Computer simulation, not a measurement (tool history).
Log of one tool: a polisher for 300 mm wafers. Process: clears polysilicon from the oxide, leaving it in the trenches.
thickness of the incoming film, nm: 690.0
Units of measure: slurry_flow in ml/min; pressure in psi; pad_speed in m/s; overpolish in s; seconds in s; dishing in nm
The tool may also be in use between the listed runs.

run 1 hour=0.0 | slurry_flow=245 pressure=3.0 pad_speed=1.06 overpolish=23 | seconds=49.861 dishing=47.329
run 2 hour=5.5 | slurry_flow=245 pressure=3.0 pad_speed=0.94 overpolish=23 | seconds=53.556 dishing=47.920
run 3 hour=8.5 | slurry_flow=245 pressure=3.0 pad_speed=0.74 overpolish=23 | seconds=63.548 dishing=46.825
run 4 hour=14.7 | slurry_flow=185 pressure=3.0 pad_speed=0.74 overpolish=23 | seconds=63.671 dishing=46.189
run 5 hour=19.0 | slurry_flow=185 pressure=3.0 pad_speed=0.74 overpolish=32 | seconds=65.613 dishing=47.487
run 6 hour=25.0 | slurry_flow=180 pressure=3.0 pad_speed=0.70 overpolish=29 | seconds=65.523 dishing=47.563
run 7 hour=31.2 | slurry_flow=175 pressure=3.0 pad_speed=0.68 overpolish=26 | seconds=68.398 dishing=47.567

Predict the results of run 8:
run 8 hour=39.5 | slurry_flow=200 pressure=2.9 pad_speed=0.68 overpolish=24 | seconds=? dishing=?

{"run 8": {"seconds": 69.183, "dishing": 45.864}}
